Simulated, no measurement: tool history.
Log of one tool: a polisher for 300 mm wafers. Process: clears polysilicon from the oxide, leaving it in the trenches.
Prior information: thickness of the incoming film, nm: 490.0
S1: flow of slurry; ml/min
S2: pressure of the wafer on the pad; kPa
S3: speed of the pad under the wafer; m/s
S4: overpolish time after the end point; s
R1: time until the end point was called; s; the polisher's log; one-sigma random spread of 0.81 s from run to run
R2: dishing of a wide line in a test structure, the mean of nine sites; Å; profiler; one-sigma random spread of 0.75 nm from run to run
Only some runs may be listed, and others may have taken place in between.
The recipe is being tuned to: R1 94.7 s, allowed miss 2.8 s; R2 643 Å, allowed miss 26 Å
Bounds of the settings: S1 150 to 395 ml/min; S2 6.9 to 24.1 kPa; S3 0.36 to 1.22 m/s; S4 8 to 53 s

run	hour	S1	S2	S3	S4	R1	R2
1	0	250	15.2	0.78	27	58.278	640.87
2	1.5	250	13.1	0.78	30	67.895	655.12
3	2.9	250	13.1	0.92	30	57.049	664.98
4	7.4	295	13.1	0.92	30	56.473	654.97
# hour 9.5: worn pad replaced by a new one
5	9.5	295	11.7	0.9	30	58.893	655.05
6	10.6	270	10.3	0.86	30	69.725	661.75
7	17.7	260	9.7	0.84	28	77.415	632.65
8	25.6	205	6.9	0.84	40	107.63	627.62
9	28.9	225	6.9	0.84	40	105.46	641.08
10	34.8	275	8.3	0.84	33	86.986	638.93
11	41.7	270	8.3	0.84	34	87.429	628.14
12	44.5	255	8.3	0.84	35	88.666	642.71
13	51.4	250	8.3	0.84	36	88.313	652.98
14	59.4	245	6.9	0.84	34	106.2	620.01
15	65.7	255	6.9	0.84	35	105.5	619.04
16	74.2	270	6.9	0.84	36	104.82	630.43

Which single option among these 4 for the next run brings every result within its allowed miss of target? Just one does.
A	82.7	260	7.6	0.86	41	?	?
B	82.7	300	9	0.66	39	?	?
C	82.7	280	6.9	0.74	37	?	?
D	82.7	290	6.9	0.86	41	?	?

move	R1	R2
A	94.29	641.56
B	102.23	627.11
C	118.21	598.54
D	102.28	632.99
A: all results land within tolerance of their targets
B: moves toward the targets from the last run without getting all of them in spec
C: the biggest miss grows against the last run
D: moves toward the targets from the last run without getting all of them in spec
Answer: A

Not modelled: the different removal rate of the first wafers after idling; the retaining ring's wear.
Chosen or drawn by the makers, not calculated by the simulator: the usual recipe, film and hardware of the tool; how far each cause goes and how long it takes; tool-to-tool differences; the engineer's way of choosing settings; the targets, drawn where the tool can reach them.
